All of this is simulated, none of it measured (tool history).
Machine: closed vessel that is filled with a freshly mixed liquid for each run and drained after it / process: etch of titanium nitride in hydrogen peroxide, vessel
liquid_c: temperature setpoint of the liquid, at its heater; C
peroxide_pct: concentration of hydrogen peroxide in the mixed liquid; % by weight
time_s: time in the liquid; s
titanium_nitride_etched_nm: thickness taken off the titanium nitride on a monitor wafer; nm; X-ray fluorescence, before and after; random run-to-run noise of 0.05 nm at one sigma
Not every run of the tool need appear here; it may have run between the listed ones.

run 1 day=0.000 | liquid_c=47.0 peroxide_pct=25 time_s=165 | titanium_nitride_etched_nm=12.0690
run 2 day=0.254 | liquid_c=45.0 peroxide_pct=25 time_s=165 | titanium_nitride_etched_nm=10.4100
run 3 day=0.425 | liquid_c=45.0 peroxide_pct=21 time_s=165 | titanium_nitride_etched_nm=9.9440
run 4 day=0.546 | liquid_c=45.0 peroxide_pct=21 time_s=165 | titanium_nitride_etched_nm=10.0050
run 5 day=0.921 | liquid_c=43.5 peroxide_pct=21 time_s=165 | titanium_nitride_etched_nm=9.0823
run 6 day=0.942 | liquid_c=42.0 peroxide_pct=21 time_s=165 | titanium_nitride_etched_nm=7.8278
run 7 day=1.121 | liquid_c=41.5 peroxide_pct=21 time_s=165 | titanium_nitride_etched_nm=7.6919
run 8 day=1.212 | liquid_c=40.5 peroxide_pct=21 time_s=165 | titanium_nitride_etched_nm=7.1344
run 9 day=1.450 | liquid_c=40.5 peroxide_pct=21 time_s=165 | titanium_nitride_etched_nm=7.2461
run 10 day=1.650 | liquid_c=40.0 peroxide_pct=21 time_s=165 | titanium_nitride_etched_nm=6.8176
run 11 day=1.908 | liquid_c=39.5 peroxide_pct=21 time_s=165 | titanium_nitride_etched_nm=6.6308
run 12 day=2.212 | liquid_c=39.0 peroxide_pct=21 time_s=165 | titanium_nitride_etched_nm=6.3887
-- day=2.442 thermometer replaced
run 13 day=2.442 | liquid_c=38.5 peroxide_pct=21 time_s=165 | titanium_nitride_etched_nm=5.2170

For run 14, what comes out?
run 14 day=2.650 | liquid_c=39.0 peroxide_pct=21 time_s=165 | titanium_nitride_etched_nm=?

Logged for run 14: titanium_nitride_etched_nm 5.4178 nm.
